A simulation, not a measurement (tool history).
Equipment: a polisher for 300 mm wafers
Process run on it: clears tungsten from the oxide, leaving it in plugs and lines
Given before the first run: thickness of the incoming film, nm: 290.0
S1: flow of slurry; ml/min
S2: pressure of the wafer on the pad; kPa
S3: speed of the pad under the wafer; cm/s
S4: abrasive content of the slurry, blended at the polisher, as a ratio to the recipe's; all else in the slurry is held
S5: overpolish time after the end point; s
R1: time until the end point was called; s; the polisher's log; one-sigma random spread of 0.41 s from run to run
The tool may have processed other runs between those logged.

| run | hour | S1 | S2 | S3 | S4 | S5 | R1 |
|---|---|---|---|---|---|---|---|
| 1 | 0 | 175 | 32.4 | 94 | 1 | 11 | 63.137 |
| 2 | 6.4 | 175 | 32.4 | 94 | 1.2 | 11 | 61.154 |
| 3 | 14.9 | 175 | 32.4 | 82 | 1.2 | 11 | 67.607 |
| 4 | 23.2 | 175 | 32.4 | 82 | 1.4 | 11 | 65.21 |
| 5 | 24.6 | 180 | 34.5 | 82 | 1.4 | 11 | 60.976 |
|  | 29.8 | slurry nozzle cleaned |
| 6 | 29.8 | 215 | 34.5 | 82 | 1.4 | 11 | 56.088 |
| 7 | 38.2 | 225 | 34.5 | 82 | 1.4 | 11 | 54.494 |

Run 8, settings as shown, results not yet in. Your forecast:
| 8 | 43.3 | 230 | 34.5 | 82 | 1.4 | 11 | ? |

R1: 55.632 s
